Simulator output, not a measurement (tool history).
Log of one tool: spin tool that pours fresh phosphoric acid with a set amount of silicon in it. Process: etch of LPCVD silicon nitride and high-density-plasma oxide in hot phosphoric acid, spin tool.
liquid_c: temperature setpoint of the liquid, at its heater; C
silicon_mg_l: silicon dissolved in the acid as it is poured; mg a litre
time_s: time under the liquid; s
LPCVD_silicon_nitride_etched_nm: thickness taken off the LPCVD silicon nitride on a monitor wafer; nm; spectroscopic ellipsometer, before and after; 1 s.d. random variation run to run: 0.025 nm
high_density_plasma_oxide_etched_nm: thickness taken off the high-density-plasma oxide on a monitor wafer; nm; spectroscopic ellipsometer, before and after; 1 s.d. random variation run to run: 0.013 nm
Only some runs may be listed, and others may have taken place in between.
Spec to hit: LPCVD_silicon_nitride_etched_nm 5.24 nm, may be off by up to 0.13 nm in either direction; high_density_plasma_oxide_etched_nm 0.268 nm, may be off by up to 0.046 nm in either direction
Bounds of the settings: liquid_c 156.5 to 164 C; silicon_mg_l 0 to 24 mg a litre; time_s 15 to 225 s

run	hour	liquid_c	silicon_mg_l	time_s	LPCVD_silicon_nitride_etched_nm	high_density_plasma_oxide_etched_nm
1	0	159	10.5	115	11.1	0.61152
2	1.7	157	10.5	115	10.415	0.46973
3	6.5	157	10	105	9.4799	0.44589
4	13.1	157	10	65	5.82	0.27554
5	20.9	157	10	30	2.7283	0.14412
6	24.5	157	10	35	3.1368	0.15537
7	26.4	157	10	40	3.6128	0.17294
8	28.7	157	10	45	4.0975	0.20346
9	32.6	157	9	55	4.9769	0.23239
10	41	157.5	8.5	55	5.0436	0.26022

Pick the move, out of 5, that brings all results within their allowed miss; only one does.
A	49.4	156.5	20.5	55	?	?
B	49.4	158.5	9	55	?	?
C	49.4	156.5	16	55	?	?
D	49.4	157	10	55	?	?
E	49.4	162.5	13.5	45	?	?

move	LPCVD_silicon_nitride_etched_nm	high_density_plasma_oxide_etched_nm
A	4.8291	0.16023
B	5.1687	0.24819
C	4.8291	0.18113
D	4.9121	0.217
E	4.8355	0.24624
A: misses by more than the last run did
B: hits every target within its allowed miss
C: misses by more than the last run did
D: misses by more than the last run did
E: misses by more than the last run did
Go with B: it meets all targets.
